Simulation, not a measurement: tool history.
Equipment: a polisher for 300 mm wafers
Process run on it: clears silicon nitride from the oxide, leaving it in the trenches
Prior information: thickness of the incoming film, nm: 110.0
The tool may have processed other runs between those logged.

run    day  flow of slurry (ml/min)  pressure of the wafer on the pad (psi)  speed of the pad under the wafer (m/s)  overpolish time after the end point (s)  time until the end point was called (s)
  1  0.000                      285                                     3.5                                    0.86                                        8                                  108.800
  2  0.029                      345                                     3.5                                    0.86                                        8                                  106.550
  3  0.071                      345                                     3.5                                    0.96                                        8                                   95.104
  4  0.221                      345                                     3.5                                    0.96                                        8                                   93.736
  5  0.588                      345                                     3.5                                    1.16                                        8                                   79.265
  6  0.675                      340                                     3.1                                    1.16                                        8                                   90.414

What does the tool deliver on the next run?
  7  0.917                      335                                     2.8                                    1.16                                        8                                        ?

Run 7 came out at time until the end point was called (s) 98.628.
